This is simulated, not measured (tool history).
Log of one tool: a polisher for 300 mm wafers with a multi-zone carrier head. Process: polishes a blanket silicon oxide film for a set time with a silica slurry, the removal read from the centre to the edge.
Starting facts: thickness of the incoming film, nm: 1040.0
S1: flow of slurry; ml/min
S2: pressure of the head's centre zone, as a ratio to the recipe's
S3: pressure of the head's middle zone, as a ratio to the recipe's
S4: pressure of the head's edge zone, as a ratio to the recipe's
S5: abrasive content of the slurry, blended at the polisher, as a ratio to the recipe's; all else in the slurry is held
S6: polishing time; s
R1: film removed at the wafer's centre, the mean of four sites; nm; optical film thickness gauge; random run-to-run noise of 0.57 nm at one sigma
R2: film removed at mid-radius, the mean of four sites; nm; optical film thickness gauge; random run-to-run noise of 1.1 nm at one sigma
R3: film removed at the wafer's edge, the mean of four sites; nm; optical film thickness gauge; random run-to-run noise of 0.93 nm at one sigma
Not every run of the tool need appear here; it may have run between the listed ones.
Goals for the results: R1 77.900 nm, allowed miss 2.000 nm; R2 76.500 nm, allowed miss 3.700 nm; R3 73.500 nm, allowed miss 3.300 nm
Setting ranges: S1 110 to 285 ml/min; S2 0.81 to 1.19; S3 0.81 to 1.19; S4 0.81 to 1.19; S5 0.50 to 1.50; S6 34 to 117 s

| run | hour | S1 | S2 | S3 | S4 | S5 | S6 | R1 | R2 | R3 |
|---|---|---|---|---|---|---|---|---|---|---|
| 1 | 0.0 | 180 | 1.00 | 1.00 | 1.00 | 1.00 | 75 | 153.030 | 158.470 | 154.450 |
| 2 | 1.5 | 180 | 1.00 | 0.98 | 0.96 | 0.85 | 67 | 126.370 | 125.890 | 125.850 |
| 3 | 5.7 | 180 | 1.00 | 0.98 | 0.96 | 1.00 | 67 | 137.430 | 138.780 | 137.770 |
| 4 | 11.9 | 180 | 1.00 | 0.99 | 0.93 | 0.85 | 61 | 114.700 | 116.280 | 115.780 |
| 5 | 12.6 | 185 | 1.02 | 1.00 | 0.90 | 0.75 | 56 | 101.030 | 101.910 | 96.184 |
| 6 | 17.4 | 185 | 1.02 | 1.00 | 0.83 | 0.75 | 56 | 100.710 | 100.960 | 92.785 |
| 7 | 23.7 | 185 | 1.01 | 0.99 | 0.83 | 0.70 | 54 | 91.885 | 90.451 | 85.289 |
| 8 | 27.7 | 185 | 1.00 | 0.99 | 0.82 | 0.65 | 54 | 86.532 | 86.746 | 79.780 |
| 9 | 33.9 | 180 | 0.99 | 0.98 | 0.82 | 0.65 | 54 | 85.317 | 84.033 | 79.282 |
| 10 | 42.4 | 135 | 0.98 | 0.97 | 0.81 | 0.55 | 54 | 69.374 | 71.451 | 66.465 |
| 11 | 45.6 | 145 | 0.98 | 0.97 | 0.82 | 0.55 | 54 | 70.998 | 74.046 | 68.840 |
| 12 | 47.6 | 155 | 0.98 | 0.96 | 0.82 | 0.55 | 54 | 71.477 | 72.237 | 69.827 |
| 13 | 52.0 | 165 | 0.98 | 0.96 | 0.82 | 0.55 | 54 | 73.080 | 76.057 | 69.848 |
| 14 | 56.4 | 170 | 0.99 | 0.94 | 0.83 | 0.55 | 54 | 74.488 | 74.700 | 70.306 |
| 15 | 58.7 | 175 | 0.99 | 0.93 | 0.84 | 0.55 | 54 | 75.495 | 72.453 | 72.064 |
| 16 | 60.0 | 180 | 0.99 | 0.94 | 0.84 | 0.55 | 54 | 75.539 | 72.929 | 70.786 |
| 17 | 63.8 | 185 | 0.99 | 0.95 | 0.85 | 0.55 | 54 | 75.722 | 73.678 | 72.515 |

Which of these 5 next moves meets every target?
| A | 67.6 | 120 | 1.05 | 0.98 | 0.87 | 0.80 | 43 | ? | ? | ? |
| B | 67.6 | 255 | 1.03 | 0.93 | 1.03 | 0.65 | 44 | ? | ? | ? |
| C | 67.6 | 185 | 1.02 | 0.97 | 0.88 | 0.55 | 54 | ? | ? | ? |
| D | 67.6 | 210 | 0.92 | 1.03 | 0.84 | 0.55 | 56 | ? | ? | ? |
| E | 67.6 | 175 | 0.96 | 0.85 | 0.94 | 0.60 | 49 | ? | ? | ? |

| move | R1 | R2 | R3 |
|---|---|---|---|
| A | 73.292 | 72.622 | 69.501 |
| B | 75.455 | 71.537 | 73.558 |
| C | 76.980 | 76.692 | 72.332 |
| D | 74.275 | 85.404 | 74.766 |
| E | 69.806 | 66.050 | 71.583 |
A: its largest miss is bigger than the last run's
B: its largest miss is bigger than the last run's
C: in spec on every target
D: its largest miss is bigger than the last run's
E: its largest miss is bigger than the last run's
C is the move that brings every result within its allowed miss.
